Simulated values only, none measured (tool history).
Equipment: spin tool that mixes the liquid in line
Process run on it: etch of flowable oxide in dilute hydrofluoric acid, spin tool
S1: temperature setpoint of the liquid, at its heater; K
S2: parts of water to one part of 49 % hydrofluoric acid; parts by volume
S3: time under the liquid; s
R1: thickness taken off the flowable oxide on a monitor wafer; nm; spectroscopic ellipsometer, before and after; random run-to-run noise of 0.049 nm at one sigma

Run 1, hour 0: S1 294.15 K, S2 80 parts by volume, S3 15 s. Result: R1 4.0857 nm.
Run 2, hour 1.2: S1 294.15 K, S2 80 parts by volume, S3 15 s. Result: R1 4.0422 nm.
Run 3, hour 7.3: S1 295.15 K, S2 80 parts by volume, S3 15 s. Result: R1 4.2133 nm.
Run 4, hour 10: S1 296.15 K, S2 80 parts by volume, S3 15 s. Result: R1 4.4151 nm.
Run 5, hour 12.3: S1 296.15 K, S2 70 parts by volume, S3 15 s. Result: R1 5.148 nm.
Run 6, hour 16.9: S1 296.65 K, S2 70 parts by volume, S3 15 s. Result: R1 5.1862 nm.
Run 7, hour 17.6: S1 296.65 K, S2 70 parts by volume, S3 15 s. Result: R1 5.291 nm.
Run 8, hour 22.8: S1 297.15 K, S2 70 parts by volume, S3 15 s. Result: R1 5.2892 nm.

Run 9, settings as shown, results not yet in. Your forecast:
Run 9, hour 28.9: S1 297.65 K, S2 70 parts by volume, S3 15 s. Result: R1 ?.

{"run 9": {"R1": 5.4663}}
